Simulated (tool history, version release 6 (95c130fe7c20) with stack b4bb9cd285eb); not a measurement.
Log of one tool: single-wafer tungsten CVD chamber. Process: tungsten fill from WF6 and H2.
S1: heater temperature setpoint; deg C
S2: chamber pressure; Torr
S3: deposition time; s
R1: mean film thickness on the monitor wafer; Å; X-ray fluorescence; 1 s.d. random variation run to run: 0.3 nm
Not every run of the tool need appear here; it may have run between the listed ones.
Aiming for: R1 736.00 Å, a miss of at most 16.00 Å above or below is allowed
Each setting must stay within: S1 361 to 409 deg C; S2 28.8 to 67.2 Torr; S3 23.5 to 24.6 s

run 1 hour=0.0 | S1=385 S2=48.0 S3=24.6 | R1=647.76
run 2 hour=5.9 | S1=379 S2=48.0 S3=24.6 | R1=567.33
run 3 hour=9.9 | S1=382 S2=48.1 S3=24.6 | R1=603.41
run 4 hour=16.9 | S1=384 S2=48.2 S3=24.6 | R1=634.72
run 5 hour=19.0 | S1=385 S2=48.3 S3=24.6 | R1=652.35
run 6 hour=25.8 | S1=385 S2=41.6 S3=24.6 | R1=612.12
run 7 hour=31.4 | S1=387 S2=41.7 S3=24.6 | R1=637.83
run 8 hour=39.7 | S1=388 S2=41.8 S3=24.6 | R1=656.92
run 9 hour=48.2 | S1=395 S2=42.1 S3=24.6 | R1=759.84

Which of these 5 next moves meets every target?
run A hour=56.7 | S1=402 S2=35.9 S3=23.5 | R1=?
run B hour=56.7 | S1=398 S2=37.6 S3=23.5 | R1=?
run C hour=56.7 | S1=398 S2=36.8 S3=24.6 | R1=?
run D hour=56.7 | S1=396 S2=44.1 S3=24.0 | R1=?
run E hour=56.7 | S1=396 S2=47.3 S3=23.5 | R1=?

move=A R1=794.18
move=B R1=747.00
move=C R1=775.38
move=D R1=780.50
move=E R1=786.27
A: the biggest miss grows against the last run
B: all results land within tolerance of their targets
C: the biggest miss grows against the last run
D: the biggest miss grows against the last run
E: the biggest miss grows against the last run
The move that meets every target is B.
